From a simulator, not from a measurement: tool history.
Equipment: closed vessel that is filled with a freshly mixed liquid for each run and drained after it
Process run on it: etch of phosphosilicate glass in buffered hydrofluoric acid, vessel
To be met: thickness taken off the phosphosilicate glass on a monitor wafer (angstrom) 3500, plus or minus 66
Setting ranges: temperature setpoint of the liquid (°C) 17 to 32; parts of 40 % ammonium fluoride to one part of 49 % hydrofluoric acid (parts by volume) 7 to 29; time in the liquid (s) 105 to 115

| run | hour | temperature setpoint of the liquid (°C) | parts of 40 % ammonium fluoride to one part of 49 % hydrofluoric acid (parts by volume) | time in the liquid (s) | thickness taken off the phosphosilicate glass on a monitor wafer (angstrom) |
|---|---|---|---|---|---|
| 1 | 0 | 24 | 18 | 105 | 2375.1 |
| 2 | 4.4 | 24 | 16 | 105 | 2675.2 |
| 3 | 7.3 | 25 | 16 | 105 | 2820.3 |
| 4 | 8.8 | 26 | 16 | 105 | 2989 |
| 5 | 17.6 | 26 | 20.5 | 105 | 2376.4 |
| 6 | 20.6 | 26 | 20.5 | 115 | 2575.1 |
| 7 | 27.8 | 27.5 | 20.5 | 115 | 2817.5 |
| 8 | 35.2 | 28.5 | 20.5 | 115 | 2956.6 |
| 9 | 40.5 | 29.5 | 20.5 | 115 | 3115 |

Below are 4 possible settings for the next run. Only one of them brings all results inside the allowed miss of their targets. Which is it?
| A | 45.8 | 32 | 22.5 | 115 | ? |
| B | 45.8 | 29.5 | 19.5 | 115 | ? |
| C | 45.8 | 29.5 | 19 | 115 | ? |
| D | 45.8 | 28.5 | 16.5 | 110 | ? |

| move | thickness taken off the phosphosilicate glass on a monitor wafer (angstrom) |
|---|---|
| A | 3344 |
| B | 3257.6 |
| C | 3341.9 |
| D | 3482.4 |
A: an improvement on the last run, though not all results are within tolerance
B: an improvement on the last run, though not all results are within tolerance
C: an improvement on the last run, though not all results are within tolerance
D: hits every target within its allowed miss
D meets every target.
